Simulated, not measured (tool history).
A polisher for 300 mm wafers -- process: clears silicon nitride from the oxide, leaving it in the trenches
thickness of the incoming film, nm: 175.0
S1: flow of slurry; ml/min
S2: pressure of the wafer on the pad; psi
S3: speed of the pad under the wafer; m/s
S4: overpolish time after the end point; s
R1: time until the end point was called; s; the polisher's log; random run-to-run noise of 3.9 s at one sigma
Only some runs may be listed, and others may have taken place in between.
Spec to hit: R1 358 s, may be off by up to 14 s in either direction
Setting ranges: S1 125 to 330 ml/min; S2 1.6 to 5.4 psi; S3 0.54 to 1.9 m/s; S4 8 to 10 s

run,hour,S1,S2,S3,S4,R1
1,0,210,3.5,1.22,10,161.43
2,7.7,210,3.5,1.04,10,187.54
3,15.5,210,3.5,1.04,10,188.44
4,18,210,3.3,1.02,10,202.96
5,22.1,210,3.1,1,10,217.69
6,28.9,185,3.1,1,10,214.22
7,36.2,185,2.9,0.98,10,234.89
# hour 41.4: head pressure recalibrated
8,41.4,185,2.7,0.98,10,282.71

4 candidate next runs follow, results not yet known. Just one meets every target within its allowed miss. Identify it.
A,46.6,180,2.1,0.84,10,?
B,46.6,140,2.2,0.94,10,?
C,46.6,240,3,0.9,10,?
D,46.6,205,2.5,0.96,10,?

move,R1
A,396.45
B,358.86
C,260.4
D,300.2
A: the result that was furthest off in the last run now lies on the other side of its target
B: meets every target
C: lands further from the targets than the last run did
D: nearer the targets than the last run, but a result is still out of spec
B is the move that brings every result within its allowed miss.

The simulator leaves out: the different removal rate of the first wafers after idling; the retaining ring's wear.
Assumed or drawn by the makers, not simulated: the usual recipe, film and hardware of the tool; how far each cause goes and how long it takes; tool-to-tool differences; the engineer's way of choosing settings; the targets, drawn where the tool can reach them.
